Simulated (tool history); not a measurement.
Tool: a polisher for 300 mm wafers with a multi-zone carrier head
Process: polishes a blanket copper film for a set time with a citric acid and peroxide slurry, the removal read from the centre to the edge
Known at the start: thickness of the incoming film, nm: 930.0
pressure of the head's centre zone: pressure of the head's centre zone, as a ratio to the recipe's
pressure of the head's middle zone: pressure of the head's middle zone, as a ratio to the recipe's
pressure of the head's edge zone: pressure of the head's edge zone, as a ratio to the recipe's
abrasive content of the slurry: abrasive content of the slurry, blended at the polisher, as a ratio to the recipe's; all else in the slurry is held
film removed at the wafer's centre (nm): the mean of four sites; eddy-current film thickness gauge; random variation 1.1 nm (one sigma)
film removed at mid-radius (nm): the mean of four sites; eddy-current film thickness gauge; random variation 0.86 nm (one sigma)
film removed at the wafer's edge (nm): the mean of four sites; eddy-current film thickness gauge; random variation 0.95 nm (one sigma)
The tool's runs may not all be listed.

run	day	flow of slurry (ml/min)	pressure of the head's centre zone	pressure of the head's middle zone	pressure of the head's edge zone	abrasive content of the slurry	polishing time (s)	film removed at the wafer's centre (nm)	film removed at mid-radius (nm)	film removed at the wafer's edge (nm)
1	0	165	1	1	1	1	62	121.94	123.6	121.8
2	0.279	165	1	1	1	1	49	94.941	98.587	95.5
3	0.367	165	1	1.08	1	1	49	95.463	103.61	95.406
4	0.596	165	1	1.08	1	0.85	49	93.704	101.49	92.803
5	0.921	155	0.98	1.05	0.98	0.75	48	84.063	93.35	87.844
6	0.95	155	0.98	1.02	0.98	0.75	48	86.623	90.673	87.811
7	1.067	155	0.98	1.02	0.98	0.75	48	86.429	90.419	87.604
8	1.412	150	0.97	1.02	0.95	0.7	48	80.326	87.66	84.935
9	1.492	150	0.97	1.02	0.95	0.7	48	81.185	88.218	83.282
10	1.808	140	0.97	1.01	0.94	0.7	48	79.231	86.911	82.562
# day 2.171: worn pad replaced by a new one
11	2.171	135	0.98	1	0.93	0.7	48	85.149	91.902	89.293

The next listed run, before its measurement:
12	2.308	150	0.97	1	0.93	0.7	48	?	?	?

film removed at the wafer's centre (nm): 89.073
film removed at mid-radius (nm): 92.431
film removed at the wafer's edge (nm): 90.319

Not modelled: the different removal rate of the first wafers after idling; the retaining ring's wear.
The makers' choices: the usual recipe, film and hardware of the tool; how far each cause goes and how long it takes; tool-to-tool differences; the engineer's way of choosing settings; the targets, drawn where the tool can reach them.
